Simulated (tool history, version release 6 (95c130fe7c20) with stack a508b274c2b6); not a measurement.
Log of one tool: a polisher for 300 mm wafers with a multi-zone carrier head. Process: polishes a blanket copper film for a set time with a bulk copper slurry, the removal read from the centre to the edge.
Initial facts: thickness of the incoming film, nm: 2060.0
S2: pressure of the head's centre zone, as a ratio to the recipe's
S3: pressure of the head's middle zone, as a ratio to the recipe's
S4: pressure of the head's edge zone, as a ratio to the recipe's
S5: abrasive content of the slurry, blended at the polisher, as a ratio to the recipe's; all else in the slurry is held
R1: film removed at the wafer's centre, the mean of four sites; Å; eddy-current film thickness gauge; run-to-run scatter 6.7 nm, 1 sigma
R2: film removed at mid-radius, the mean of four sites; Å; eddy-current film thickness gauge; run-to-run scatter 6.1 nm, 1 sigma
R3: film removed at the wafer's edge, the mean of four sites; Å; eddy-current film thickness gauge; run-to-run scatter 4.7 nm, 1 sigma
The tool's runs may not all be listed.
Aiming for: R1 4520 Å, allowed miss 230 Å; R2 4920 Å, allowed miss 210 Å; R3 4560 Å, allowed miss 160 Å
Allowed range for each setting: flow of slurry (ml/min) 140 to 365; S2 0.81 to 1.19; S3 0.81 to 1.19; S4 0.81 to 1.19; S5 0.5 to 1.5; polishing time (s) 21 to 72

Run 1, day 0: flow of slurry (ml/min) 235, S2 1, S3 1, S4 1, S5 1, polishing time (s) 46. Result: R1 3188.1 Å, R2 3282.5 Å, R3 3180.5 Å.
Run 2, day 0.204: flow of slurry (ml/min) 240, S2 1.01, S3 1.03, S4 1.03, S5 1.15, polishing time (s) 48. Result: R1 3438.6 Å, R2 3648.5 Å, R3 3535.3 Å.
Run 3, day 0.471: flow of slurry (ml/min) 245, S2 1.04, S3 1.06, S4 1.05, S5 1.25, polishing time (s) 49. Result: R1 3705.6 Å, R2 3934.8 Å, R3 3632.8 Å.
Run 4, day 0.617: flow of slurry (ml/min) 250, S2 1.04, S3 1.07, S4 1.07, S5 1.3, polishing time (s) 51. Result: R1 3956.7 Å, R2 4025.7 Å, R3 3904.1 Å.
Run 5, day 0.854: flow of slurry (ml/min) 250, S2 1.04, S3 1.07, S4 1, S5 1.3, polishing time (s) 51. Result: R1 3968.3 Å, R2 4132.4 Å, R3 3892.7 Å.
Run 6, day 1.15: flow of slurry (ml/min) 250, S2 1.04, S3 1.07, S4 1, S5 1.5, polishing time (s) 51. Result: R1 4167.3 Å, R2 4241.7 Å, R3 3970.3 Å.
Run 7, day 1.421: flow of slurry (ml/min) 255, S2 1.03, S3 1.08, S4 1.01, S5 1.5, polishing time (s) 52. Result: R1 4177.9 Å, R2 4384.3 Å, R3 4030.3 Å.
Run 8, day 1.45: flow of slurry (ml/min) 255, S2 1.02, S3 1.08, S4 1.02, S5 1.5, polishing time (s) 53. Result: R1 4266.4 Å, R2 4482 Å, R3 4197.5 Å.
Run 9, day 1.512: flow of slurry (ml/min) 260, S2 1.02, S3 1.09, S4 1.03, S5 1.5, polishing time (s) 54. Result: R1 4392.9 Å, R2 4496.2 Å, R3 4232.7 Å.
Run 10, day 1.662: flow of slurry (ml/min) 255, S2 1.01, S3 1.1, S4 1.03, S5 1.5, polishing time (s) 55. Result: R1 4353.1 Å, R2 4676.4 Å, R3 4338.3 Å.

Which single option among these 5 for the next run brings every result within its allowed miss of target? Just one does.
Run A, day 1.812: flow of slurry (ml/min) 275, S2 1.01, S3 1.01, S4 1.1, S5 1.5, polishing time (s) 55. Result: R1 ?, R2 ?, R3 ?.
Run B, day 1.812: flow of slurry (ml/min) 245, S2 0.98, S3 1.08, S4 1.04, S5 1.45, polishing time (s) 55. Result: R1 ?, R2 ?, R3 ?.
Run C, day 1.812: flow of slurry (ml/min) 285, S2 0.89, S3 0.95, S4 1.16, S5 1.45, polishing time (s) 58. Result: R1 ?, R2 ?, R3 ?.
Run D, day 1.812: flow of slurry (ml/min) 255, S2 1.01, S3 1.12, S4 1.1, S5 1.5, polishing time (s) 56. Result: R1 ?, R2 ?, R3 ?.
Run E, day 1.812: flow of slurry (ml/min) 220, S2 1.11, S3 1.18, S4 0.97, S5 1.3, polishing time (s) 58. Result: R1 ?, R2 ?, R3 ?.

move      R1      R2      R3
   A  4445.5  4405.2  4507.5
   B  4224.4  4572.7  4331.5
   C  4104.4  4390.9  4829.7
   D  4493.6  4863.1  4557.7
   E  4853.6  5000.6  4285.6
A: the furthest-off result lands on target, but another misses its tolerance
B: moves away from the targets compared with the last run
C: pushes the last run's worst result past its target
D: all results in spec
E: moves away from the targets compared with the last run
Correct choice: D, which meets every target
